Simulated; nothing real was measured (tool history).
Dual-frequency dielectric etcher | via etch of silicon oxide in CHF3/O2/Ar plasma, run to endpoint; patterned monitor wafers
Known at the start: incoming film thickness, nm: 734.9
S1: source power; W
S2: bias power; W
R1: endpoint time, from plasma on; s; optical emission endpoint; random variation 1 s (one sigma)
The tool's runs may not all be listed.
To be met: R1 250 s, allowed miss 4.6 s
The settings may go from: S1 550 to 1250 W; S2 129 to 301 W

run 1 hour=0 | S1=900 S2=215 | R1=294.1
run 2 hour=7.6 | S1=780 S2=215 | R1=307.26
run 3 hour=8.4 | S1=870 S2=223 | R1=289.77
run 4 hour=12.3 | S1=870 S2=255 | R1=271.37
run 5 hour=19.1 | S1=870 S2=237 | R1=280.85
run 6 hour=27.3 | S1=920 S2=239 | R1=273.81
run 7 hour=33.2 | S1=960 S2=240 | R1=271.3
run 8 hour=36 | S1=1000 S2=242 | R1=263.54

Which of these 4 next moves meets every target?
run A hour=38.8 | S1=980 S2=223 | R1=?
run B hour=38.8 | S1=1000 S2=252 | R1=?
run C hour=38.8 | S1=740 S2=263 | R1=?
run D hour=38.8 | S1=1140 S2=245 | R1=?

move=A R1=277.84
move=B R1=260.04
move=C R1=283.28
move=D R1=251.44
A: further off than the last run
B: nearer than the last run, and not there yet
C: further off than the last run
D: meets every target
The right move is D.

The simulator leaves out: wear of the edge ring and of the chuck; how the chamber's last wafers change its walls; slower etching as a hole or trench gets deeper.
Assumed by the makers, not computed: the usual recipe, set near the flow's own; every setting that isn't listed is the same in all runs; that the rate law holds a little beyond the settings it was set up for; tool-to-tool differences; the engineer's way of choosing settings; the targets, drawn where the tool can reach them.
